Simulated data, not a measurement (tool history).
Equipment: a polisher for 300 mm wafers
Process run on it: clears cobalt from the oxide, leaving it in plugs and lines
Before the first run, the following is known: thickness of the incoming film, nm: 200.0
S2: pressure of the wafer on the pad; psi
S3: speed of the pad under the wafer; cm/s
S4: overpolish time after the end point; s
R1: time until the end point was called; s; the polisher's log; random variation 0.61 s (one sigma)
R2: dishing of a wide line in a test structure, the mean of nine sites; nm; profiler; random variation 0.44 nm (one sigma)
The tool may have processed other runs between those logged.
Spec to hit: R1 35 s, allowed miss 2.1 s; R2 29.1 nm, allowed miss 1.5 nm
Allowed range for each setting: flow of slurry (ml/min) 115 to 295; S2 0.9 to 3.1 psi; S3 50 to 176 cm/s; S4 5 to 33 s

run 1 hour=0 | flow_of_slurry_(ml/min)=190 S2=2 S3=112 S4=17 | R1=44.066 R2=42.895
run 2 hour=6.6 | flow_of_slurry_(ml/min)=190 S2=2 S3=94 S4=17 | R1=53.016 R2=40.167
run 3 hour=12.5 | flow_of_slurry_(ml/min)=180 S2=2 S3=102 S4=15 | R1=49.334 R2=37.819
run 4 hour=18.1 | flow_of_slurry_(ml/min)=170 S2=2.1 S3=104 S4=14 | R1=45.712 R2=38.757
run 5 hour=18.8 | flow_of_slurry_(ml/min)=170 S2=2.1 S3=104 S4=17 | R1=46.403 R2=42.243
run 6 hour=21.3 | flow_of_slurry_(ml/min)=125 S2=2.1 S3=104 S4=17 | R1=48.62 R2=40.834
run 7 hour=28.8 | flow_of_slurry_(ml/min)=125 S2=2.1 S3=110 S4=15 | R1=46.738 R2=40.895
run 8 hour=29.8 | flow_of_slurry_(ml/min)=150 S2=2.2 S3=104 S4=14 | R1=44.664 R2=39.66
run 9 hour=33.1 | flow_of_slurry_(ml/min)=170 S2=2.1 S3=108 S4=13 | R1=44.869 R2=37.042
run 10 hour=39.7 | flow_of_slurry_(ml/min)=180 S2=2.1 S3=110 S4=12 | R1=43.822 R2=35.092
run 11 hour=43.4 | flow_of_slurry_(ml/min)=180 S2=2.1 S3=112 S4=11 | R1=42.419 R2=34.116
run 12 hour=46.9 | flow_of_slurry_(ml/min)=180 S2=2.1 S3=114 S4=10 | R1=42.209 R2=32.851
run 13 hour=49.4 | flow_of_slurry_(ml/min)=180 S2=2.1 S3=114 S4=9 | R1=43.065 R2=30.122
run 14 hour=56.9 | flow_of_slurry_(ml/min)=190 S2=2.3 S3=118 S4=7 | R1=37.025 R2=27.998
run 15 hour=59.7 | flow_of_slurry_(ml/min)=190 S2=2.4 S3=120 S4=8 | R1=35.497 R2=32.207
run 16 hour=64.1 | flow_of_slurry_(ml/min)=190 S2=2.4 S3=122 S4=5 | R1=35.064 R2=22.121
run 17 hour=70.7 | flow_of_slurry_(ml/min)=190 S2=2.4 S3=124 S4=5 | R1=35.137 R2=22.815
run 18 hour=76.2 | flow_of_slurry_(ml/min)=190 S2=2.4 S3=126 S4=13 | R1=33.438 R2=44.557
run 19 hour=80.4 | flow_of_slurry_(ml/min)=190 S2=2.4 S3=124 S4=12 | R1=34.653 R2=41.913
run 20 hour=82.5 | flow_of_slurry_(ml/min)=215 S2=2.5 S3=112 S4=5 | R1=36.835 R2=22.093
run 21 hour=83.5 | flow_of_slurry_(ml/min)=215 S2=2.5 S3=112 S4=5 | R1=36.428 R2=22.537
run 22 hour=87.3 | flow_of_slurry_(ml/min)=215 S2=2.5 S3=114 S4=5 | R1=34.277 R2=22.605
run 23 hour=90.7 | flow_of_slurry_(ml/min)=210 S2=2.5 S3=116 S4=5 | R1=34.631 R2=22.617
run 24 hour=93.3 | flow_of_slurry_(ml/min)=200 S2=2.5 S3=116 S4=13 | R1=34.051 R2=41.788
run 25 hour=93.9 | flow_of_slurry_(ml/min)=205 S2=2.5 S3=114 S4=12 | R1=34.988 R2=41.004
run 26 hour=102.5 | flow_of_slurry_(ml/min)=155 S2=2.1 S3=134 S4=5 | R1=36.732 R2=21.004
run 27 hour=104.1 | flow_of_slurry_(ml/min)=160 S2=2.1 S3=132 S4=5 | R1=37.445 R2=20.89
run 28 hour=109.2 | flow_of_slurry_(ml/min)=165 S2=2.1 S3=130 S4=5 | R1=36.976 R2=21.406

Next run, 4 choices. One meets every target within its allowed miss, the rest don't. Which?
run A hour=114.3 | flow_of_slurry_(ml/min)=135 S2=2.2 S3=140 S4=5 | R1=? R2=?
run B hour=114.3 | flow_of_slurry_(ml/min)=150 S2=2.3 S3=118 S4=10 | R1=? R2=?
run C hour=114.3 | flow_of_slurry_(ml/min)=160 S2=2 S3=124 S4=11 | R1=? R2=?
run D hour=114.3 | flow_of_slurry_(ml/min)=180 S2=2 S3=144 S4=7 | R1=? R2=?

move=A R1=35.194 R2=22.659
move=B R1=39.249 R2=34.457
move=C R1=41.985 R2=35.085
move=D R1=35.683 R2=28.864
A: nearer the targets than the last run, but a result is still out of spec
B: takes the biggest miss from the last run beyond its target
C: takes the biggest miss from the last run beyond its target
D: hits every target within its allowed miss
The move that meets every target is D.
